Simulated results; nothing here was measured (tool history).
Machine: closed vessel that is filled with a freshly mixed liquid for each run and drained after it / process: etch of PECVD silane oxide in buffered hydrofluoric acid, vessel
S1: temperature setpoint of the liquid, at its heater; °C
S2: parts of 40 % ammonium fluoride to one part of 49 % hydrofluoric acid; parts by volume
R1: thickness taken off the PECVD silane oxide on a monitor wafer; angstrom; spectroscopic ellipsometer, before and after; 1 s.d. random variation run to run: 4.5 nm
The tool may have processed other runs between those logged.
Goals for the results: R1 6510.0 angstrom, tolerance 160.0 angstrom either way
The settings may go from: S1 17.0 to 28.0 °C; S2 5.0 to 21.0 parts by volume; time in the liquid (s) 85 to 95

Run 1, hour 0.0: S1 20.0 °C, S2 13.0 parts by volume, time in the liquid (s) 85. Result: R1 2572.9 angstrom.
Run 2, hour 3.9: S1 22.0 °C, S2 11.5 parts by volume, time in the liquid (s) 85. Result: R1 3261.4 angstrom.
Run 3, hour 4.9: S1 18.5 °C, S2 11.5 parts by volume, time in the liquid (s) 85. Result: R1 2690.3 angstrom.
Run 4, hour 6.5: S1 20.5 °C, S2 10.5 parts by volume, time in the liquid (s) 85. Result: R1 3264.1 angstrom.
Run 5, hour 8.3: S1 20.5 °C, S2 10.5 parts by volume, time in the liquid (s) 95. Result: R1 3667.3 angstrom.
Run 6, hour 15.8: S1 22.0 °C, S2 10.0 parts by volume, time in the liquid (s) 95. Result: R1 4163.1 angstrom.
Run 7, hour 19.5: S1 23.5 °C, S2 9.5 parts by volume, time in the liquid (s) 95. Result: R1 4650.4 angstrom.
Run 8, hour 22.2: S1 24.5 °C, S2 9.0 parts by volume, time in the liquid (s) 95. Result: R1 5132.9 angstrom.
Run 9, hour 28.7: S1 25.5 °C, S2 9.0 parts by volume, time in the liquid (s) 95. Result: R1 5419.9 angstrom.
Run 10, hour 34.5: S1 26.0 °C, S2 9.0 parts by volume, time in the liquid (s) 95. Result: R1 5637.3 angstrom.
At hour 42.3: thermometer replaced.
Run 11, hour 42.3: S1 28.0 °C, S2 8.5 parts by volume, time in the liquid (s) 95. Result: R1 7133.1 angstrom.

4 next moves are on the table. One of them brings every result within its allowed miss. Which?
Run A, hour 50.1: S1 27.5 °C, S2 8.0 parts by volume, time in the liquid (s) 85. Result: R1 ?.
Run B, hour 50.1: S1 26.5 °C, S2 6.0 parts by volume, time in the liquid (s) 85. Result: R1 ?.
Run C, hour 50.1: S1 27.5 °C, S2 8.5 parts by volume, time in the liquid (s) 95. Result: R1 ?.
Run D, hour 50.1: S1 27.5 °C, S2 9.0 parts by volume, time in the liquid (s) 90. Result: R1 ?.

move      R1
   A  6575.3
   B  8228.1
   C  6881.9
   D  6127.7
A: every result lands within tolerance
B: moves away from the targets compared with the last run
C: nearer than the last run, and not there yet
D: takes the result that was furthest off past its target
The move that meets every target is A.
